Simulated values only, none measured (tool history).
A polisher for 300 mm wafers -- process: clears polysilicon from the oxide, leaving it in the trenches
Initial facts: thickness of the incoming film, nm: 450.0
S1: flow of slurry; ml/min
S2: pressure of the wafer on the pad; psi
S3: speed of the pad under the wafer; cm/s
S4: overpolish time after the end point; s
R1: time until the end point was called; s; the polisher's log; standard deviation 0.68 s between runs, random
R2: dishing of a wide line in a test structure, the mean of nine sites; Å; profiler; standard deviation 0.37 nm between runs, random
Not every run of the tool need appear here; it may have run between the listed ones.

run    day   S1   S2  S3  S4      R1      R2
  1  0.000  165  3.4  80   9  29.852  389.31
  2  0.242  165  3.2  80   7  29.649  364.84
  3  0.492  165  2.7  82   6  35.530  335.63
  4  0.521  165  3.1  82   6  31.015  339.25
  5  0.571  145  3.1  82   6  31.138  340.54
  6  0.900  145  3.8  82   6  25.754  368.77

Forecast run 7:
  7  1.100  145  3.4  82   5   ?   ?

Run 7 gave R1 28.358 s, R2 335.31 Å.

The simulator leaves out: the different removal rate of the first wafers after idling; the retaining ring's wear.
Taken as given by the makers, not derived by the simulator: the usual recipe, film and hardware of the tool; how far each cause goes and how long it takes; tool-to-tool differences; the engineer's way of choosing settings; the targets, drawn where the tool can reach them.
